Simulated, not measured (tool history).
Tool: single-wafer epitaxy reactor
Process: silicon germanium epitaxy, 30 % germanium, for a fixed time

run  hour  wafer temperature setpoint (pyrometer-controlled) (K)  chamber pressure (Pa)  mean film thickness on the monitor wafer (angstrom)
  1     0                                                 873.15                   2853                                               575.58
  2   8.8                                                 868.15                   2853                                                520.2
  3  15.5                                                 871.15                   2866                                               554.72
  4  21.2                                                 873.15                   2866                                               578.04
  5  21.9                                                 874.15                   2866                                               588.67
  6    26                                                 875.15                   2866                                               602.82
  7  27.6                                                 876.15                   2866                                               617.12

Run 8 comes next. What will it give?
  8  34.2                                                 877.15                   2866                                                    ?

mean film thickness on the monitor wafer (angstrom): 626.08

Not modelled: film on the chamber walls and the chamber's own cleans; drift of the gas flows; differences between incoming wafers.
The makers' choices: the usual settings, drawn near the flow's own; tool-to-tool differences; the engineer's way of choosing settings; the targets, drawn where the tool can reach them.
